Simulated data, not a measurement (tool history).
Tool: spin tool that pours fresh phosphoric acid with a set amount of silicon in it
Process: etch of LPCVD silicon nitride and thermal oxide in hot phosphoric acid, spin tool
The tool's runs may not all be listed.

run    day  temperature setpoint of the liquid (K)  silicon dissolved in the acid as it is poured (mg a litre)  time under the liquid (s)  thickness taken off the LPCVD silicon nitride on a monitor wafer (angstrom)  thickness taken off the thermal oxide on a monitor wafer (angstrom)
  1      0                                  432.15                                                          11                        180                                                                       163.06                                                                4.038
  2  0.129                                  434.15                                                          11                        180                                                                       174.49                                                               4.3701
  3  0.225                                  432.15                                                          11                        180                                                                       163.52                                                               3.7303
  4  0.258                                  433.15                                                          11                        180                                                                       167.97                                                               3.8017
  5  0.421                                  433.15                                                          11                        240                                                                       223.45                                                               5.5377
  6  0.708                                  432.15                                                         9.5                        180                                                                       161.04                                                               4.0152
  7  1.079                                  431.65                                                           9                        135                                                                       120.75                                                               3.1034
  8  1.433                                  431.15                                                         9.5                        110                                                                       95.496                                                               2.1084
  9  1.779                                  430.65                                                         8.5                         95                                                                       81.394                                                               1.7867
 10  2.138                                  430.15                                                         7.5                         90                                                                       75.529                                                               1.7358
 11  2.412                                  429.65                                                           6                         65                                                                       53.929                                                               1.2126
 12  2.446                                  430.15                                                           6                         65                                                                        55.31                                                               1.2444
 13  2.788                                  431.15                                                         6.5                         65                                                                       56.388                                                               1.3548

Expected results for the next run?
 14  3.012                                  431.65                                                         7.5                         65                                                                            ?                                                                    ?

Logged for run 14: thickness taken off the LPCVD silicon nitride on a monitor wafer (angstrom) 57.636, thickness taken off the thermal oxide on a monitor wafer (angstrom) 1.3306.
